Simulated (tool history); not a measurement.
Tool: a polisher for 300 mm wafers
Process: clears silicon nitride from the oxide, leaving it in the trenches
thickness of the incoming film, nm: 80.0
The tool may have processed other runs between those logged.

run	day	flow of slurry (ml/min)	pressure of the wafer on the pad (kPa)	speed of the pad under the wafer (m/s)	overpolish time after the end point (s)	time until the end point was called (s)
1	0	145	21.4	1.16	15	83.034
2	0.325	145	17.9	1.16	15	98.353
3	0.654	150	19.3	1.16	15	92.224
4	0.946	150	20.7	1.16	15	87.276
5	1.012	120	20.7	1.16	15	89.521
6	1.212	120	20.7	1.16	15	90.066
7	1.304	125	22.1	1.16	15	83.53

Estimate the outcome of run 8 from the log above:
8	1.396	130	23.4	1.16	15	?

Run 8 gave time until the end point was called (s) 78.788.
